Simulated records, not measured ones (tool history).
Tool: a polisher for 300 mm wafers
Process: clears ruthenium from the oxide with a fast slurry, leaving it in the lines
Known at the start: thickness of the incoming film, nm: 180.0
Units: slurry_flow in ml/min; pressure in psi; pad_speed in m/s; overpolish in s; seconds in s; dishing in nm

run	hour	slurry_flow	pressure	pad_speed	slurry_solids	overpolish	seconds	dishing
1	0.0	175	2.8	0.90	1.0	14	58.598	34.814
2	9.0	175	2.9	0.90	1.0	13	56.031	34.230
3	10.6	175	3.0	0.90	1.0	12	52.314	33.204
4	12.6	175	3.0	0.72	1.0	12	65.275	27.498
5	18.4	175	3.0	0.52	1.0	12	84.778	21.160
6	21.7	175	3.0	0.52	1.0	15	84.600	26.969
# hour 30.3: head pressure recalibrated
7	30.3	180	3.3	0.52	1.0	14	73.515	28.552
8	35.1	185	3.5	0.52	1.0	13	66.790	27.864
9	41.9	190	3.6	0.52	1.0	12	65.661	27.009

Forecast run 10:
10	46.8	190	3.7	0.52	1.0	11	?	?

Run 10 gave seconds 65.339 s, dishing 26.281 nm.
